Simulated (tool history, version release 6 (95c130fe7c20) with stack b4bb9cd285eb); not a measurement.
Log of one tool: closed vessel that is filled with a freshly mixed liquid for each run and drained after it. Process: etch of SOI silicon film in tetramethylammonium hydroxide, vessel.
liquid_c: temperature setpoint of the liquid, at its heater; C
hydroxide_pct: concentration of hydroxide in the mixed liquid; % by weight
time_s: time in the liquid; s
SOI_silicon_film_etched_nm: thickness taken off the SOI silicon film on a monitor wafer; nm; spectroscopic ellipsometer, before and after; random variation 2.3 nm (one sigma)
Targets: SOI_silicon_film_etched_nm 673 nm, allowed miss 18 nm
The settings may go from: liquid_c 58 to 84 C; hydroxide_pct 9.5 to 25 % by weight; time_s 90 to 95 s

run,hour,liquid_c,hydroxide_pct,time_s,SOI_silicon_film_etched_nm
1,0,71,17.5,90,577.93
2,6,67.5,17.5,90,470.37
3,10,67.5,17.5,95,499.67
4,11.1,67.5,14,95,545.44
5,15.8,68,14,95,561.03
6,16.5,68,14,95,559.55
7,24.9,68.5,14,95,578.69
8,28.6,69,14,95,598.52
9,36.4,69.5,14,95,612.63
10,39.5,70,14,95,635.66
11,40,70.5,14,95,652.47

5 next moves are on the table. One of them brings every result within its allowed miss. Which?
A,40.5,68.5,9.5,90,?
B,40.5,70,13,90,?
C,40.5,71,15.5,95,?
D,40.5,71.5,15,95,?
E,40.5,70,13.5,90,?

move,SOI_silicon_film_etched_nm
A,641.25
B,620.85
C,639.37
D,665.28
E,609.98
A: further off than the last run
B: further off than the last run
C: further off than the last run
D: meets every target
E: further off than the last run
Answer: D
